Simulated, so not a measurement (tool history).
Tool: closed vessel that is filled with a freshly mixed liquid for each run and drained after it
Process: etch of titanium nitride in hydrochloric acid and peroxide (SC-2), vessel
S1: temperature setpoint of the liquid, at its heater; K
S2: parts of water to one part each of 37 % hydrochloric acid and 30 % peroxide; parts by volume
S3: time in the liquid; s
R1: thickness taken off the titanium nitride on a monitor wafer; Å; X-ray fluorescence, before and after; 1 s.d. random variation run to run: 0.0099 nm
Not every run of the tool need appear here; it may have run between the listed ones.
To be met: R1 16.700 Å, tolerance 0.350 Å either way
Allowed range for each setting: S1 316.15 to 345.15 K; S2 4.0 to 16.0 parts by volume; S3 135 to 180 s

run	hour	S1	S2	S3	R1
1	0.0	332.15	9.0	180	59.800
2	9.1	330.15	9.5	180	50.203
3	12.1	330.15	11.0	180	44.655
4	16.8	330.15	12.5	180	39.788
5	24.6	328.15	12.5	180	35.013
6	29.9	328.15	12.5	180	34.960
7	34.9	326.65	12.5	180	31.711
8	43.5	325.15	12.5	180	28.882
9	46.5	324.15	12.5	180	26.730
10	48.0	323.15	12.5	180	25.307
11	55.8	316.15	12.5	180	15.649

Next run, 5 choices. One meets every target within its allowed miss, the rest don't. Which?
A	63.6	317.65	14.0	175	?
B	63.6	316.65	11.0	175	?
C	63.6	320.65	12.5	140	?
D	63.6	316.65	11.5	165	?
E	63.6	319.65	11.0	145	?

move	R1
A	15.273
B	17.541
C	16.552
D	15.926
E	17.865
A: the biggest miss grows against the last run
B: pushes the last run's worst result past its target
C: meets every target
D: moves toward the targets from the last run without getting all of them in spec
E: pushes the last run's worst result past its target
The right move is C.
